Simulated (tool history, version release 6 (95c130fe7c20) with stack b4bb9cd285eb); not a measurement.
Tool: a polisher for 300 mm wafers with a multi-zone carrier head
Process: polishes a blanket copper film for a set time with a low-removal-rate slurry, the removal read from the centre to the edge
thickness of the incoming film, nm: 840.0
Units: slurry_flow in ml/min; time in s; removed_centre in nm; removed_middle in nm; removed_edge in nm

run	day	slurry_flow	centre_zone	middle_zone	edge_zone	slurry_solids	time	removed_centre	removed_middle	removed_edge
1	0	315	1	1	1	1	51	108.36	107.62	107.36
2	0.175	350	1	1	1	1	51	106.99	109.53	109.41
3	0.238	355	1.03	1.02	1.03	1.1	51	117.03	114.62	114.1
4	0.35	355	1.11	1.02	1.03	1.1	51	124.5	113.35	114.59
5	0.604	370	1.11	1.04	1.06	1.15	51	125.75	116.76	114.8
6	0.833	370	1.14	1.04	1.06	1.15	51	128.38	115.99	116.36
7	0.929	370	1.13	1.04	1.08	1.25	52	130.49	120.42	123.03
8	1.233	375	1.14	1.05	1.09	1.3	52	136.11	122.16	123.47

Forecast run 9:
9	1.338	375	1.13	1.06	1.11	1.35	52	?	?	?

{"run 9": {"removed_centre": 133.92, "removed_middle": 123.11, "removed_edge": 125.77}}

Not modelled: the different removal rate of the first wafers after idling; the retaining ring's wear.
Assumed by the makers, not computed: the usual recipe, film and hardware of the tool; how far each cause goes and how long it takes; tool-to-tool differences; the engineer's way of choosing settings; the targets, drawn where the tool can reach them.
